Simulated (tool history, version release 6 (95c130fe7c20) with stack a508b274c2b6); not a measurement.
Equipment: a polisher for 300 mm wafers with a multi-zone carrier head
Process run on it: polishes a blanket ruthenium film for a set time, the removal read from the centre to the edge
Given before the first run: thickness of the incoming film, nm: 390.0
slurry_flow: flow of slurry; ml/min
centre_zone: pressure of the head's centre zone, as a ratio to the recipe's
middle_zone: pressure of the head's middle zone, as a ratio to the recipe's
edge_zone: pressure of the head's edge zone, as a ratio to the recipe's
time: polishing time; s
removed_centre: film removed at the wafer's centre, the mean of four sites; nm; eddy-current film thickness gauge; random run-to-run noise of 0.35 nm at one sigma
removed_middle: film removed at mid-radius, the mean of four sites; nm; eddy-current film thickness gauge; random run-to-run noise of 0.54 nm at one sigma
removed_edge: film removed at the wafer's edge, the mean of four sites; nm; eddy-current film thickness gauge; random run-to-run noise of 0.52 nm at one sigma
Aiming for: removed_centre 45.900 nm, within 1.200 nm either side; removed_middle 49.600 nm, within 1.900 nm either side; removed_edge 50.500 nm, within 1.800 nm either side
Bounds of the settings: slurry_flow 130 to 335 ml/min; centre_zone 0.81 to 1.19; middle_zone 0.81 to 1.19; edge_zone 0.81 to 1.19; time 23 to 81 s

| run | day | slurry_flow | centre_zone | middle_zone | edge_zone | time | removed_centre | removed_middle | removed_edge |
|---|---|---|---|---|---|---|---|---|---|
| 1 | 0.000 | 215 | 1.00 | 1.00 | 1.00 | 52 | 59.372 | 58.770 | 60.212 |
| 2 | 0.150 | 210 | 0.98 | 0.99 | 0.98 | 51 | 56.184 | 55.967 | 58.525 |
| 3 | 0.517 | 205 | 0.97 | 0.99 | 0.96 | 51 | 56.301 | 56.795 | 57.085 |
| 4 | 0.704 | 200 | 0.95 | 0.98 | 0.95 | 51 | 55.115 | 56.444 | 56.367 |
| 5 | 0.800 | 195 | 0.94 | 0.97 | 0.95 | 51 | 53.909 | 55.452 | 57.250 |
| 6 | 0.883 | 195 | 0.94 | 0.89 | 0.95 | 51 | 54.107 | 50.638 | 56.583 |
| 7 | 0.904 | 190 | 0.93 | 0.89 | 0.94 | 51 | 53.460 | 51.158 | 56.329 |
| 8 | 1.025 | 165 | 0.83 | 0.90 | 0.84 | 48 | 43.648 | 48.109 | 49.709 |
| 9 | 1.062 | 170 | 0.83 | 0.90 | 0.84 | 48 | 43.593 | 47.645 | 50.979 |
| 10 | 1.312 | 170 | 0.84 | 0.91 | 0.84 | 48 | 44.304 | 48.717 | 49.698 |

Exactly one of the 4 candidate moves below puts every result within its allowed miss. Which one?
| A | 1.562 | 140 | 0.92 | 0.99 | 0.81 | 47 | ? | ? | ? |
| B | 1.562 | 135 | 0.86 | 0.86 | 0.85 | 50 | ? | ? | ? |
| C | 1.562 | 140 | 0.87 | 1.08 | 0.94 | 48 | ? | ? | ? |
| D | 1.562 | 175 | 0.86 | 0.91 | 0.83 | 49 | ? | ? | ? |

| move | removed_centre | removed_middle | removed_edge |
|---|---|---|---|
| A | 45.267 | 48.232 | 47.411 |
| B | 44.608 | 45.338 | 51.208 |
| C | 43.725 | 53.039 | 51.239 |
| D | 45.946 | 48.647 | 51.293 |
A: puts the biggest miss on target and leaves a different result outside tolerance
B: further off than the last run
C: further off than the last run
D: meets every target
The move that meets every target is D.
